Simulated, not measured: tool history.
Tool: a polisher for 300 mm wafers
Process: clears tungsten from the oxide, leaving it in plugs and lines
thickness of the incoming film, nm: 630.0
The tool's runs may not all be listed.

run	hour	flow of slurry (ml/min)	pressure of the wafer on the pad (psi)	speed of the pad under the wafer (m/s)	abrasive content of the slurry	overpolish time after the end point (s)	time until the end point was called (s)
1	0.0	280	4.4	1.28	1.0	7	94.429
2	2.0	280	4.4	1.28	0.8	7	98.570
3	6.6	280	5.1	1.28	0.8	7	84.420
4	9.9	280	4.5	1.28	0.8	7	94.711
5	17.1	280	4.8	1.28	0.8	7	87.596
6	23.4	280	5.0	1.28	0.8	7	87.046
7	30.9	280	5.2	1.30	0.8	7	82.808
8	35.3	280	5.4	1.32	0.8	7	78.490
9	44.0	280	5.6	1.34	0.8	7	74.965
10	46.4	280	5.7	1.34	0.8	7	71.523
11	48.2	280	5.8	1.34	0.8	7	71.889
12	49.1	280	5.9	1.34	0.8	7	71.035
13	57.5	280	6.0	1.34	0.8	7	69.729

Run 14 comes next. What will it give?
14	63.8	280	6.1	1.34	0.8	7	?

{"run 14": {"time until the end point was called (s)": 67.582}}

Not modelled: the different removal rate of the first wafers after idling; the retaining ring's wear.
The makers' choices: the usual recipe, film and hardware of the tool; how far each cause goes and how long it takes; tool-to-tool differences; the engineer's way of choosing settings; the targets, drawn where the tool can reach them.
